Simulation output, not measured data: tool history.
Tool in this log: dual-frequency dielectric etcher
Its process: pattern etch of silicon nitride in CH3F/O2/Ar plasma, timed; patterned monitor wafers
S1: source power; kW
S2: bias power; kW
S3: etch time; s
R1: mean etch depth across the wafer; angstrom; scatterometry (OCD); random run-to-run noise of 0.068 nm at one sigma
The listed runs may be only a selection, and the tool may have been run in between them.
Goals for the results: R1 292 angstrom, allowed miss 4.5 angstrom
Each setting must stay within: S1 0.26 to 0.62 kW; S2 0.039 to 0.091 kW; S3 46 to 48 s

run	day	S1	S2	S3	R1
1	0	0.44	0.065	46	337.38
2	0.288	0.42	0.065	46	333.1
3	0.629	0.42	0.06	46	321.28
4	0.654	0.48	0.06	46	333.12
5	0.925	0.48	0.053	46	316.44
6	1.292	0.47	0.053	46	315.99
7	1.317	0.46	0.053	46	311.95
8	1.588	0.45	0.053	46	310.64
9	1.933	0.44	0.053	46	309.48
10	2.221	0.43	0.053	46	307.45
11	2.583	0.42	0.053	46	307.07
12	2.862	0.41	0.053	46	303.47
13	2.929	0.4	0.053	46	301.73
14	3.029	0.39	0.053	46	299.28

Exactly one of the 4 candidate moves below puts every result within its allowed miss. Which one?
A	3.129	0.36	0.057	46	?
B	3.129	0.38	0.055	46.5	?
C	3.129	0.45	0.044	47	?
D	3.129	0.39	0.058	46	?

move	R1
A	301.63
B	304.68
C	293.29
D	310.78
A: its largest miss is bigger than the last run's
B: its largest miss is bigger than the last run's
C: in spec on every target
D: its largest miss is bigger than the last run's
The right move is C.
